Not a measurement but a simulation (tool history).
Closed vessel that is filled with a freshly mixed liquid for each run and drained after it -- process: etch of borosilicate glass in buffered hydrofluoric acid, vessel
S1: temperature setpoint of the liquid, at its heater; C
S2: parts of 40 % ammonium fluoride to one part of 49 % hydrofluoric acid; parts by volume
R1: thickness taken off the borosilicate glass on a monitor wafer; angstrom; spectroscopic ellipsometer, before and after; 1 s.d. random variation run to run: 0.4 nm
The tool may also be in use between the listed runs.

run 1 hour=0 | S1=24 S2=12 time_in_the_liquid_(s)=35 | R1=381.6
run 2 hour=7.5 | S1=24 S2=12 time_in_the_liquid_(s)=30 | R1=330.93
run 3 hour=10.3 | S1=26.5 S2=12 time_in_the_liquid_(s)=30 | R1=378.74
run 4 hour=15.4 | S1=26.5 S2=9 time_in_the_liquid_(s)=30 | R1=487
run 5 hour=21.6 | S1=27 S2=9 time_in_the_liquid_(s)=30 | R1=496.93
run 6 hour=27.5 | S1=27 S2=5.5 time_in_the_liquid_(s)=30 | R1=807.19

Run 7 has not been measured yet. What should we expect?
run 7 hour=28.3 | S1=24 S2=6 time_in_the_liquid_(s)=30 | R1=?

R1: 640.1 angstrom
